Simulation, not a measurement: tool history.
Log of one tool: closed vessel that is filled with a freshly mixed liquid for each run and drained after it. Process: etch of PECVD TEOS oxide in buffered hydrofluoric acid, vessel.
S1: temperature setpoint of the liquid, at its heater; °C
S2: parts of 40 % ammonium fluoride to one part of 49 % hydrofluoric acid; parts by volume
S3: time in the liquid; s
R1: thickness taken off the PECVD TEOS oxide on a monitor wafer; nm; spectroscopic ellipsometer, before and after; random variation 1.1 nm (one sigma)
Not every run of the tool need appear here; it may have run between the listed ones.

{"run": 1, "hour": 0.0, "S1": 22, "S2": 15.5, "S3": 90, "R1": 124.69}
{"run": 2, "hour": 8.0, "S1": 24.5, "S2": 15, "S3": 90, "R1": 148.79}
{"run": 3, "hour": 8.9, "S1": 24.5, "S2": 17.5, "S3": 90, "R1": 127.64}
{"run": 4, "hour": 17.1, "S1": 23, "S2": 17.5, "S3": 90, "R1": 116.34}
{"run": 5, "hour": 21.2, "S1": 26, "S2": 17.5, "S3": 90, "R1": 139.12}
{"run": 6, "hour": 26.2, "S1": 29, "S2": 17.5, "S3": 90, "R1": 163.53}

Forecast run 7:
{"run": 7, "hour": 27.8, "S1": 29.5, "S2": 16.5, "S3": 90, "R1": "?"}

R1: 178.01 nm
